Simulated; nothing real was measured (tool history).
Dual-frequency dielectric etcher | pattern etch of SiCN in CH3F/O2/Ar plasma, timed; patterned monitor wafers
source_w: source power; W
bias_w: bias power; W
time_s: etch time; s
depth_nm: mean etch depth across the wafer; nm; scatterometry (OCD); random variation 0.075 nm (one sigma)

{"run": 1, "day": 0.0, "source_w": 510, "bias_w": 58, "time_s": 39, "depth_nm": 14.732}
{"run": 2, "day": 0.354, "source_w": 480, "bias_w": 57, "time_s": 39, "depth_nm": 14.176}
{"run": 3, "day": 0.408, "source_w": 450, "bias_w": 57, "time_s": 39, "depth_nm": 13.941}
{"run": 4, "day": 0.762, "source_w": 430, "bias_w": 57, "time_s": 39, "depth_nm": 13.685}
{"run": 5, "day": 1.042, "source_w": 520, "bias_w": 57, "time_s": 39, "depth_nm": 14.793}
{"run": 6, "day": 1.371, "source_w": 490, "bias_w": 56, "time_s": 39, "depth_nm": 14.386}
{"run": 7, "day": 1.554, "source_w": 470, "bias_w": 55, "time_s": 39, "depth_nm": 13.912}
{"run": 8, "day": 1.708, "source_w": 460, "bias_w": 55, "time_s": 39, "depth_nm": 13.996}

Run 9 comes next. What will it give?
{"run": 9, "day": 1.733, "source_w": 440, "bias_w": 54, "time_s": 39, "depth_nm": "?"}

For run 9 the tool returned depth_nm 13.55 nm.

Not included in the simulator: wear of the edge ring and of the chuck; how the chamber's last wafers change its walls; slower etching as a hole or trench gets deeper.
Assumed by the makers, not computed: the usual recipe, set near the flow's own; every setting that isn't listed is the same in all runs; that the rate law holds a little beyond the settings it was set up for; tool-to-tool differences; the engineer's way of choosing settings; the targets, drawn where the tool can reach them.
